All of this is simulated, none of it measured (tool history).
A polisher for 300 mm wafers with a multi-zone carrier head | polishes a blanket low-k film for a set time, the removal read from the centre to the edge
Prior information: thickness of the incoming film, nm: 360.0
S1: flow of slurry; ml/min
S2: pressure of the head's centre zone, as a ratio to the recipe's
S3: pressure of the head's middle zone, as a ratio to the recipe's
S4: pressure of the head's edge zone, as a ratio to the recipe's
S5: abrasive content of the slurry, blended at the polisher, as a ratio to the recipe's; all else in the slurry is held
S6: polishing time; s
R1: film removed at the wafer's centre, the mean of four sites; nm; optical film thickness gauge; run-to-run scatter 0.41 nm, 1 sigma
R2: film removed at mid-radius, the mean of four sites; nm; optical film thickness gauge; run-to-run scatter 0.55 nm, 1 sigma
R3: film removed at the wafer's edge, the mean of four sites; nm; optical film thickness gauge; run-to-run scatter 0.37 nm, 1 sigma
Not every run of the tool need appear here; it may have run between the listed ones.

Run 1, hour 0: S1 215 ml/min, S2 1, S3 1, S4 1, S5 1, S6 75 s. Result: R1 32.414 nm, R2 31.565 nm, R3 31.944 nm.
Run 2, hour 4.1: S1 215 ml/min, S2 1, S3 1, S4 1, S5 1, S6 60 s. Result: R1 26.056 nm, R2 24.942 nm, R3 25.663 nm.
Run 3, hour 12.9: S1 230 ml/min, S2 1.04, S3 1.03, S4 1.02, S5 1.1, S6 63 s. Result: R1 29.824 nm, R2 28.61 nm, R3 29.263 nm.
Run 4, hour 16.1: S1 230 ml/min, S2 1.04, S3 1.03, S4 1.02, S5 1, S6 63 s. Result: R1 28.392 nm, R2 27.177 nm, R3 27.156 nm.
Run 5, hour 20.9: S1 230 ml/min, S2 1.04, S3 1.07, S4 1.02, S5 1, S6 63 s. Result: R1 28.564 nm, R2 29.025 nm, R3 27.42 nm.
Run 6, hour 23.8: S1 230 ml/min, S2 1.09, S3 1.07, S4 1.02, S5 1, S6 63 s. Result: R1 30.086 nm, R2 28.81 nm, R3 27.367 nm.
Run 7, hour 32: S1 240 ml/min, S2 1.11, S3 1.08, S4 1, S5 1.1, S6 66 s. Result: R1 33.322 nm, R2 31.842 nm, R3 30.17 nm.
Run 8, hour 34.4: S1 250 ml/min, S2 1.13, S3 1.08, S4 0.97, S5 1.2, S6 69 s. Result: R1 37.578 nm, R2 34.56 nm, R3 32.539 nm.
Run 9, hour 37.4: S1 300 ml/min, S2 1.19, S3 1.18, S4 1.07, S5 1.45, S6 75 s. Result: R1 47.393 nm, R2 44.745 nm, R3 40.482 nm.
Run 10, hour 41.2: S1 305 ml/min, S2 1.19, S3 1.17, S4 1.06, S5 1.45, S6 76 s. Result: R1 47.531 nm, R2 45.613 nm, R3 40.968 nm.
Run 11, hour 48: S1 300 ml/min, S2 1.19, S3 1.15, S4 1.04, S5 1.45, S6 77 s. Result: R1 47.692 nm, R2 44.332 nm, R3 41.34 nm.
At hour 50: worn pad replaced by a new one.
Run 12, hour 50: S1 295 ml/min, S2 1.19, S3 1.15, S4 1.01, S5 1.45, S6 78 s. Result: R1 56.715 nm, R2 52.968 nm, R3 47.565 nm.
Run 13, hour 53.8: S1 290 ml/min, S2 1.19, S3 1.15, S4 1.01, S5 1.45, S6 78 s. Result: R1 55.846 nm, R2 53.397 nm, R3 46.431 nm.
Run 14, hour 55.5: S1 230 ml/min, S2 1.17, S3 1.05, S4 0.96, S5 1.4, S6 78 s. Result: R1 53.067 nm, R2 47.108 nm, R3 45.287 nm.
Run 15, hour 58.2: S1 235 ml/min, S2 1.17, S3 1.06, S4 0.96, S5 1.4, S6 78 s. Result: R1 53.992 nm, R2 46.534 nm, R3 44.889 nm.
Run 16, hour 60.5: S1 235 ml/min, S2 1.17, S3 1.07, S4 0.96, S5 1.4, S6 78 s. Result: R1 53.023 nm, R2 47.084 nm, R3 44.715 nm.
Run 17, hour 64.6: S1 235 ml/min, S2 1.17, S3 1.08, S4 0.96, S5 1.4, S6 78 s. Result: R1 53.474 nm, R2 47.232 nm, R3 44.792 nm.
Run 18, hour 70.9: S1 235 ml/min, S2 1.17, S3 1.09, S4 0.96, S5 1.4, S6 78 s. Result: R1 53.376 nm, R2 48.449 nm, R3 45.058 nm.

Run 19, settings as shown, results not yet in. Your forecast:
Run 19, hour 78.9: S1 240 ml/min, S2 1.17, S3 1.09, S4 0.97, S5 1.4, S6 78 s. Result: R1 ?, R2 ?, R3 ?.

Logged for run 19: R1 53.385 nm, R2 49.384 nm, R3 45.84 nm.

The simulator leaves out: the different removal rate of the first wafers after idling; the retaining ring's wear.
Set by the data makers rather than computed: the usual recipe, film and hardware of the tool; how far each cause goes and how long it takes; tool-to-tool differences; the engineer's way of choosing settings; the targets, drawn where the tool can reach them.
